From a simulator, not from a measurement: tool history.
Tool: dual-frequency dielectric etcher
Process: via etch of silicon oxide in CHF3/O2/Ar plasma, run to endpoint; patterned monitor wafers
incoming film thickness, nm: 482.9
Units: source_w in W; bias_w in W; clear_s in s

| run | hour | source_w | bias_w | clear_s |
|---|---|---|---|---|
| 1 | 0.0 | 650 | 166 | 240.33 |
| 2 | 5.4 | 650 | 181 | 233.12 |
| 3 | 7.6 | 650 | 170 | 237.19 |
| 4 | 11.0 | 710 | 174 | 230.66 |
| 5 | 19.7 | 750 | 182 | 222.83 |
| 6 | 22.9 | 750 | 201 | 215.84 |

The next listed run, before its measurement:
| 7 | 30.4 | 770 | 203 | ? |

clear_s: 214.91 s

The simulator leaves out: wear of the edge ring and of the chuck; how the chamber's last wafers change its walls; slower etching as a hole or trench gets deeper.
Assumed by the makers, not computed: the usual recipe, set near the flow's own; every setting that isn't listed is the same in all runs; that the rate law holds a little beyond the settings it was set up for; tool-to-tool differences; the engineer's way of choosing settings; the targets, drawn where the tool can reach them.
